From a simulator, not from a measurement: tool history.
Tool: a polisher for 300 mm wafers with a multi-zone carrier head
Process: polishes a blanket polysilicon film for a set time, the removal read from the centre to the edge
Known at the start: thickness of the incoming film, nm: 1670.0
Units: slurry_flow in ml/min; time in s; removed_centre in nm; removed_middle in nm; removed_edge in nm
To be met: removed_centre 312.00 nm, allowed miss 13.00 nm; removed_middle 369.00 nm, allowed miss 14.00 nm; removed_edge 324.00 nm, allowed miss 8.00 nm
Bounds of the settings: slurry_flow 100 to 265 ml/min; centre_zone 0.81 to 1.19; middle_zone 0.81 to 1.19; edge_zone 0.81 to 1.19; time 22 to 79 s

run 1 hour=0.0 | slurry_flow=170 centre_zone=1.00 middle_zone=1.00 edge_zone=1.00 time=50 | removed_centre=638.31 removed_middle=588.97 removed_edge=587.81
run 2 hour=8.4 | slurry_flow=170 centre_zone=1.00 middle_zone=1.00 edge_zone=1.00 time=44 | removed_centre=567.33 removed_middle=537.52 removed_edge=506.03
run 3 hour=13.2 | slurry_flow=150 centre_zone=0.94 middle_zone=0.98 edge_zone=0.99 time=39 | removed_centre=460.18 removed_middle=443.53 removed_edge=448.63
run 4 hour=21.7 | slurry_flow=150 centre_zone=0.90 middle_zone=1.01 edge_zone=0.95 time=35 | removed_centre=402.75 removed_middle=411.33 removed_edge=391.12
run 5 hour=28.3 | slurry_flow=150 centre_zone=0.98 middle_zone=1.01 edge_zone=0.95 time=35 | removed_centre=428.68 removed_middle=405.21 removed_edge=393.89
run 6 hour=34.2 | slurry_flow=135 centre_zone=0.92 middle_zone=1.04 edge_zone=0.92 time=34 | removed_centre=382.60 removed_middle=398.20 removed_edge=370.60
run 7 hour=37.4 | slurry_flow=125 centre_zone=0.89 middle_zone=1.05 edge_zone=0.89 time=33 | removed_centre=349.87 removed_middle=391.04 removed_edge=351.87
run 8 hour=42.9 | slurry_flow=120 centre_zone=0.88 middle_zone=1.05 edge_zone=0.87 time=33 | removed_centre=352.66 removed_middle=387.73 removed_edge=345.03
run 9 hour=50.4 | slurry_flow=115 centre_zone=0.86 middle_zone=1.05 edge_zone=0.87 time=32 | removed_centre=329.95 removed_middle=374.47 removed_edge=332.89

Which of these 4 next moves meets every target?
run A hour=57.9 | slurry_flow=115 centre_zone=0.90 middle_zone=0.94 edge_zone=0.94 time=33 | removed_centre=? removed_middle=? removed_edge=?
run B hour=57.9 | slurry_flow=145 centre_zone=0.91 middle_zone=1.06 edge_zone=0.82 time=32 | removed_centre=? removed_middle=? removed_edge=?
run C hour=57.9 | slurry_flow=105 centre_zone=0.81 middle_zone=1.03 edge_zone=0.88 time=33 | removed_centre=? removed_middle=? removed_edge=?
run D hour=57.9 | slurry_flow=165 centre_zone=0.81 middle_zone=1.05 edge_zone=0.87 time=30 | removed_centre=? removed_middle=? removed_edge=?

move=A removed_centre=348.08 removed_middle=352.17 removed_edge=355.86
move=B removed_centre=359.12 removed_middle=395.06 removed_edge=334.10
move=C removed_centre=306.64 removed_middle=373.25 removed_edge=340.18
move=D removed_centre=307.05 removed_middle=375.55 removed_edge=326.63
A: further off than the last run
B: further off than the last run
C: brings the result that was furthest off to its target, and leaves another outside
D: meets every target
The right move is D.
